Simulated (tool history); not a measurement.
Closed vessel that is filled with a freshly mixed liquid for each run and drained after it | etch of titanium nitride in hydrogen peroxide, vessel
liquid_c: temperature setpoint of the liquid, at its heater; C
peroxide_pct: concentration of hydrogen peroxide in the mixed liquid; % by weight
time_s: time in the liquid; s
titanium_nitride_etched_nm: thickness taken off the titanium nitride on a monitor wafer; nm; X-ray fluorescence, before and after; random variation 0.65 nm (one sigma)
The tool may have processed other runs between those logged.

run	hour	liquid_c	peroxide_pct	time_s	titanium_nitride_etched_nm
1	0	45	16	2825	47.317
2	8.2	45	13	2825	45.226
3	18	50.5	13	2825	68.083
4	22.7	57.5	13	2825	112.13
5	28.1	56.5	13	2825	104.08
6	30.4	56	13	2825	102.75

Run 7 has not been measured yet. What should we expect?
7	39.8	55.5	13	2825	?

{"run 7": {"titanium_nitride_etched_nm": 97.152}}
